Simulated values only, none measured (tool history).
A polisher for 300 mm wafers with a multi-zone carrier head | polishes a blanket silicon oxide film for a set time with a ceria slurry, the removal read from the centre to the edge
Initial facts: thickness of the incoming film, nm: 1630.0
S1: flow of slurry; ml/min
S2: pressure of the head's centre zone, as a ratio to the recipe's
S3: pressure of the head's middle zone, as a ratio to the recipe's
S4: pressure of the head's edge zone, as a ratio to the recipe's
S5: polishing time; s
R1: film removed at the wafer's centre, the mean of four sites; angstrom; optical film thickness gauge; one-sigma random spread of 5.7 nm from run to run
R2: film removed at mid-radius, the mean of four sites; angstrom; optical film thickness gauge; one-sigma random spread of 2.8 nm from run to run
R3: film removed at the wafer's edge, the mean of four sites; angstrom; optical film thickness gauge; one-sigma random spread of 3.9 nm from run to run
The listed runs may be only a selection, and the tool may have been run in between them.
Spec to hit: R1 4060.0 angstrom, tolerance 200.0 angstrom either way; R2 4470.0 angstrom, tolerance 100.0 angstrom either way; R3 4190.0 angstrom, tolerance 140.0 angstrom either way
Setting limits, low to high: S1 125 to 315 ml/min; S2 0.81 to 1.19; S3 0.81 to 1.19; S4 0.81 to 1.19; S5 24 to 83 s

run    day   S1    S2    S3    S4  S5      R1      R2      R3
  1  0.000  205  1.00  1.00  1.00  53  3414.6  3383.2  3406.1
  2  0.283  205  1.04  1.00  1.00  53  3556.8  3379.8  3492.1
  3  0.512  205  1.04  1.00  1.00  48  3250.4  3066.2  3072.8
  4  0.821  205  1.04  1.00  0.96  48  3233.9  3094.2  3049.4
  5  0.979  220  1.03  1.06  1.02  52  3550.0  3475.1  3447.1
  6  1.029  255  1.03  1.06  1.02  52  3560.3  3539.5  3460.7
     1.371  -- worn pad replaced by a new one
  7  1.371  260  1.02  1.10  1.04  55  3947.4  4113.4  3961.6
  8  1.404  270  1.01  1.12  1.05  55  3975.5  4205.9  4009.7

4 next moves are on the table. One of them brings every result within its allowed miss. Which?
  A  1.438  250  1.03  1.02  1.19  55   ?   ?   ?
  B  1.438  270  1.01  1.19  1.12  56   ?   ?   ?
  C  1.438  235  0.98  1.00  0.99  58   ?   ?   ?
  D  1.438  230  0.97  0.97  1.10  57   ?   ?   ?

move      R1      R2      R3
   A  3916.4  3941.6  4165.4
   B  3949.7  4492.2  4145.1
   C  3896.4  4075.8  4031.6
   D  3778.3  3916.4  4138.3
A: misses by more than the last run did
B: hits every target within its allowed miss
C: misses by more than the last run did
D: misses by more than the last run did
Move B is the one to make.
